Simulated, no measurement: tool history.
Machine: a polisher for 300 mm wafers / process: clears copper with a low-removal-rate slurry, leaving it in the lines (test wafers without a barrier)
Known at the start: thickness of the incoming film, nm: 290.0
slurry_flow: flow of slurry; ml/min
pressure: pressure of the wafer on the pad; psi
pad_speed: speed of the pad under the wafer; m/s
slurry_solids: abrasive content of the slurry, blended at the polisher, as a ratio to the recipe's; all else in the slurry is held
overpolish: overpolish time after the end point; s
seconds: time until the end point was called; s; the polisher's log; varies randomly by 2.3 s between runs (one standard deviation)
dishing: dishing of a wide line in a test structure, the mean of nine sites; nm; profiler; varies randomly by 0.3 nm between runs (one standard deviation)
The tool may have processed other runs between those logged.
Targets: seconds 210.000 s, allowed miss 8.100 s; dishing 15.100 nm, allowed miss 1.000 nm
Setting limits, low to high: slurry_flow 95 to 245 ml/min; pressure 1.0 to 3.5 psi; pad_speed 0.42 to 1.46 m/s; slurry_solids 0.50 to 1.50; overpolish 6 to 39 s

Run 1, day 0.000: slurry_flow 155 ml/min, pressure 2.2 psi, pad_speed 0.94 m/s, slurry_solids 1.00, overpolish 20 s. Result: seconds 140.210 s, dishing 30.691 nm.
Run 2, day 0.208: slurry_flow 155 ml/min, pressure 2.2 psi, pad_speed 0.94 m/s, slurry_solids 1.20, overpolish 20 s. Result: seconds 139.590 s, dishing 31.110 nm.
Run 3, day 0.267: slurry_flow 135 ml/min, pressure 2.2 psi, pad_speed 0.94 m/s, slurry_solids 1.20, overpolish 20 s. Result: seconds 140.410 s, dishing 30.396 nm.
Run 4, day 0.492: slurry_flow 135 ml/min, pressure 2.7 psi, pad_speed 0.94 m/s, slurry_solids 1.20, overpolish 20 s. Result: seconds 117.290 s, dishing 36.359 nm.
Run 5, day 0.742: slurry_flow 135 ml/min, pressure 2.7 psi, pad_speed 1.12 m/s, slurry_solids 1.20, overpolish 20 s. Result: seconds 97.128 s, dishing 41.040 nm.
Run 6, day 1.008: slurry_flow 110 ml/min, pressure 2.7 psi, pad_speed 1.12 m/s, slurry_solids 1.20, overpolish 20 s. Result: seconds 100.730 s, dishing 40.977 nm.
Run 7, day 1.300: slurry_flow 110 ml/min, pressure 2.5 psi, pad_speed 1.10 m/s, slurry_solids 1.20, overpolish 19 s. Result: seconds 111.980 s, dishing 36.426 nm.
Run 8, day 1.562: slurry_flow 115 ml/min, pressure 2.3 psi, pad_speed 1.08 m/s, slurry_solids 1.20, overpolish 18 s. Result: seconds 124.850 s, dishing 30.564 nm.
Run 9, day 1.667: slurry_flow 115 ml/min, pressure 2.1 psi, pad_speed 1.08 m/s, slurry_solids 1.20, overpolish 17 s. Result: seconds 134.990 s, dishing 27.738 nm.
Run 10, day 1.938: slurry_flow 115 ml/min, pressure 2.0 psi, pad_speed 1.08 m/s, slurry_solids 1.20, overpolish 16 s. Result: seconds 140.650 s, dishing 25.591 nm.
Run 11, day 2.179: slurry_flow 115 ml/min, pressure 1.9 psi, pad_speed 1.08 m/s, slurry_solids 1.20, overpolish 15 s. Result: seconds 145.770 s, dishing 23.019 nm.
Run 12, day 2.454: slurry_flow 115 ml/min, pressure 1.8 psi, pad_speed 1.08 m/s, slurry_solids 1.20, overpolish 15 s. Result: seconds 152.880 s, dishing 21.872 nm.
Run 13, day 2.646: slurry_flow 115 ml/min, pressure 1.7 psi, pad_speed 1.08 m/s, slurry_solids 1.20, overpolish 15 s. Result: seconds 165.660 s, dishing 20.011 nm.
Run 14, day 2.975: slurry_flow 115 ml/min, pressure 1.6 psi, pad_speed 1.08 m/s, slurry_solids 1.20, overpolish 15 s. Result: seconds 169.990 s, dishing 19.519 nm.
Run 15, day 3.212: slurry_flow 115 ml/min, pressure 1.5 psi, pad_speed 1.08 m/s, slurry_solids 1.20, overpolish 15 s. Result: seconds 184.340 s, dishing 18.010 nm.
At day 3.417: worn pad replaced by a new one.
Run 16, day 3.417: slurry_flow 110 ml/min, pressure 1.4 psi, pad_speed 1.08 m/s, slurry_solids 1.20, overpolish 14 s. Result: seconds 184.390 s, dishing 16.947 nm.

Exactly one of the 5 candidate moves below puts every result within its allowed miss. Which one?
Run A, day 3.621: slurry_flow 110 ml/min, pressure 1.4 psi, pad_speed 1.12 m/s, slurry_solids 1.20, overpolish 15 s. Result: seconds ?, dishing ?.
Run B, day 3.621: slurry_flow 95 ml/min, pressure 1.4 psi, pad_speed 0.96 m/s, slurry_solids 1.30, overpolish 18 s. Result: seconds ?, dishing ?.
Run C, day 3.621: slurry_flow 130 ml/min, pressure 1.5 psi, pad_speed 0.94 m/s, slurry_solids 1.00, overpolish 16 s. Result: seconds ?, dishing ?.
Run D, day 3.621: slurry_flow 125 ml/min, pressure 1.1 psi, pad_speed 1.10 m/s, slurry_solids 1.45, overpolish 17 s. Result: seconds ?, dishing ?.
Run E, day 3.621: slurry_flow 95 ml/min, pressure 1.3 psi, pad_speed 1.06 m/s, slurry_solids 1.25, overpolish 14 s. Result: seconds ?, dishing ?.

move  seconds  dishing
   A  177.330   18.660
   B  211.300   18.780
   C  196.800   18.046
   D  210.330   17.716
   E  207.770   15.096
A: further off than the last run
B: the worst result of the last run now meets its target, but another is out of spec
C: an improvement on the last run, though not all results are within tolerance
D: the worst result of the last run now meets its target, but another is out of spec
E: every result lands within tolerance
So the answer is move E, the one that meets all the targets.

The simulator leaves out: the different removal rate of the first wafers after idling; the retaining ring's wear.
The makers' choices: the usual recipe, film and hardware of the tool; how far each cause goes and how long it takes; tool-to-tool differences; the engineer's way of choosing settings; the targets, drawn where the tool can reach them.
